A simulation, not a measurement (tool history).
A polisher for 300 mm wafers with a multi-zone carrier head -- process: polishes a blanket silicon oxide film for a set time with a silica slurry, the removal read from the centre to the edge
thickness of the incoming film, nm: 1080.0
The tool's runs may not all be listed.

run	hour	flow of slurry (ml/min)	pressure of the head's centre zone	pressure of the head's middle zone	pressure of the head's edge zone	abrasive content of the slurry	polishing time (s)	film removed at the wafer's centre (nm)	film removed at mid-radius (nm)	film removed at the wafer's edge (nm)
1	0.0	210	1.00	1.00	1.00	1.00	83	270.81	266.99	265.04
2	8.0	215	0.99	1.01	1.02	1.05	83	271.77	275.49	266.89
3	16.7	215	0.99	1.01	1.02	1.20	83	293.92	292.93	280.17
4	24.6	215	1.04	1.01	1.02	1.20	83	302.00	292.18	277.00
5	31.7	215	1.02	1.01	1.04	1.25	83	301.41	298.89	290.84
6	37.2	175	1.02	1.01	1.04	1.25	83	288.34	282.12	289.45
7	37.9	175	1.01	1.02	1.06	1.25	83	287.93	290.44	292.00

Run 8 comes next. What will it give?
8	46.2	175	1.00	1.02	1.07	1.25	83	?	?	?

{"run 8": {"film removed at the wafer's centre (nm)": 286.71, "film removed at mid-radius (nm)": 293.19, "film removed at the wafer's edge (nm)": 288.95}}
